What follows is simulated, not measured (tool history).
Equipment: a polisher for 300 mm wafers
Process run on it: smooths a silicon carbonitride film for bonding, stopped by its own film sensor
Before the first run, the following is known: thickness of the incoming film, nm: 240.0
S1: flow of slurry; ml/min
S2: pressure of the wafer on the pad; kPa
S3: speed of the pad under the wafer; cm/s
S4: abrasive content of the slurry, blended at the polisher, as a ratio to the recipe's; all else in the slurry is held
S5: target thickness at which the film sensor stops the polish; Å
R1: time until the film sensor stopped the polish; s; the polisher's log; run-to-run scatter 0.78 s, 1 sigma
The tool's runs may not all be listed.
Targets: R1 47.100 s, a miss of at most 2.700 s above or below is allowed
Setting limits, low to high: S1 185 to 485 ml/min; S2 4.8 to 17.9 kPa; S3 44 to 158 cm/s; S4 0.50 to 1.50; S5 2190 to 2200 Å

run 1 day=0.000 | S1=310 S2=11.0 S3=100 S4=1.00 S5=2190 | R1=75.713
run 2 day=0.062 | S1=360 S2=11.0 S3=100 S4=1.00 S5=2190 | R1=75.526
run 3 day=0.383 | S1=360 S2=9.0 S3=100 S4=1.00 S5=2190 | R1=90.054
run 4 day=0.629 | S1=360 S2=11.0 S3=102 S4=1.00 S5=2190 | R1=72.959
run 5 day=0.650 | S1=360 S2=12.4 S3=104 S4=1.00 S5=2190 | R1=66.120
run 6 day=0.929 | S1=360 S2=13.8 S3=106 S4=1.00 S5=2190 | R1=58.897
run 7 day=1.100 | S1=360 S2=14.5 S3=108 S4=1.00 S5=2190 | R1=55.311
run 8 day=1.396 | S1=360 S2=15.2 S3=108 S4=1.00 S5=2190 | R1=51.695
run 9 day=1.617 | S1=360 S2=15.9 S3=108 S4=1.00 S5=2190 | R1=50.776

Which one of the following 4 next-run settings gets every result inside its allowed miss? There is exactly one.
run A day=1.838 | S1=475 S2=15.2 S3=118 S4=0.85 S5=2200 | R1=?
run B day=1.838 | S1=340 S2=15.2 S3=102 S4=0.85 S5=2190 | R1=?
run C day=1.838 | S1=365 S2=14.5 S3=100 S4=1.05 S5=2190 | R1=?
run D day=1.838 | S1=365 S2=15.9 S3=90 S4=1.00 S5=2190 | R1=?

move=A R1=48.433
move=B R1=58.534
move=C R1=58.161
move=D R1=59.068
A: hits every target within its allowed miss
B: further off than the last run
C: further off than the last run
D: further off than the last run
A is the move that brings every result within its allowed miss.
